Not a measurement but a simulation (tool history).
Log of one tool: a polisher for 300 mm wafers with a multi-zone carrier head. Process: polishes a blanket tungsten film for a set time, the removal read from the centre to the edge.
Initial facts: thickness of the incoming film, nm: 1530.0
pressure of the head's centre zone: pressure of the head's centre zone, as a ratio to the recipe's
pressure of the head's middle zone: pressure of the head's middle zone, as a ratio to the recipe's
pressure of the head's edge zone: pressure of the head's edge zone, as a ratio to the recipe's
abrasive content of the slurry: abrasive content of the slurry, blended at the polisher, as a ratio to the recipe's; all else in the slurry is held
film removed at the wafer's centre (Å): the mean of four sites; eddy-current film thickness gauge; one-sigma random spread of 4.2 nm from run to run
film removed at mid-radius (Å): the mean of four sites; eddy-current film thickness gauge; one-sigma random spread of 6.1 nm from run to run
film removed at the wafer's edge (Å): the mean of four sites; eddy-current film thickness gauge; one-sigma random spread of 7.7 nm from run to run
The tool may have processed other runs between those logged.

run,hour,flow of slurry (ml/min),pressure of the head's centre zone,pressure of the head's middle zone,pressure of the head's edge zone,abrasive content of the slurry,polishing time (s),film removed at the wafer's centre (Å),film removed at mid-radius (Å),film removed at the wafer's edge (Å)
1,0,165,1,1,1,1,78,5034,4990.9,5377.9
2,0.6,175,0.99,1.03,1.05,1.15,82,5458.9,5555.2,5868.2
3,7.1,160,0.99,1.03,1.05,1.15,82,5335,5412.9,5782
4,12.8,160,0.99,1.03,1.1,1.15,82,5359.1,5466.8,5818
5,14.2,175,0.99,1.03,1.1,1.15,82,5429.4,5545.3,5925.7
# hour 21.1: worn pad replaced by a new one
6,21.1,175,0.99,1.03,1.1,0.95,82,5559.1,5746,6040.4
7,23.5,190,0.96,1.02,1.12,0.9,86,5625.4,5902.3,6499.6

Estimate the outcome of run 8 from the log above:
8,31.2,205,0.95,1.04,1.14,0.9,89,?,?,?

film removed at the wafer's centre (Å): 5879.8
film removed at mid-radius (Å): 6256.5
film removed at the wafer's edge (Å): 6865.6
